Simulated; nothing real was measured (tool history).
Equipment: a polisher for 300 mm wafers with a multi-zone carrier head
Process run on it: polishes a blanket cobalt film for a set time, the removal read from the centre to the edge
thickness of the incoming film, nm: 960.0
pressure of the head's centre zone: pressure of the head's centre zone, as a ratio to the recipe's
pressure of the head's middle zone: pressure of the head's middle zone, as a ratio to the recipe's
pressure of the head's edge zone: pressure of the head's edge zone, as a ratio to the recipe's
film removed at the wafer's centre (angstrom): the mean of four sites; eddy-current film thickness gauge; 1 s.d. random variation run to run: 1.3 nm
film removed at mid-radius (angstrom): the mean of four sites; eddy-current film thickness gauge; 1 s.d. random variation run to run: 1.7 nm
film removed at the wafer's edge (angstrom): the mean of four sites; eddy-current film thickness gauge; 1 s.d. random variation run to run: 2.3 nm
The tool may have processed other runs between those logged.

run	hour	flow of slurry (ml/min)	pressure of the head's centre zone	pressure of the head's middle zone	pressure of the head's edge zone	polishing time (s)	film removed at the wafer's centre (angstrom)	film removed at mid-radius (angstrom)	film removed at the wafer's edge (angstrom)
1	0	255	1	1	1	51	3576.9	3294.6	3310.8
2	3.9	245	0.95	1	0.94	44	2944.4	2845.8	2763.5
3	10.3	235	0.91	0.99	0.9	40	2537	2566.6	2385.2
4	12	235	0.86	0.99	0.9	40	2374	2560	2435.3
# hour 19.8: centre zone pressure recalibrated
5	19.8	235	0.81	0.99	0.9	40	2082.2	2571.4	2483.3
6	22.2	195	0.81	0.99	0.9	40	2047	2463.2	2386
7	29.3	185	0.82	0.98	0.87	38	1951.4	2298.4	2268

What does the tool deliver on the next run?
8	35.7	195	0.84	0.99	0.85	36	?	?	?

For run 8 the tool returned film removed at the wafer's centre (angstrom) 1892.9, film removed at mid-radius (angstrom) 2230.3, film removed at the wafer's edge (angstrom) 2082.6.
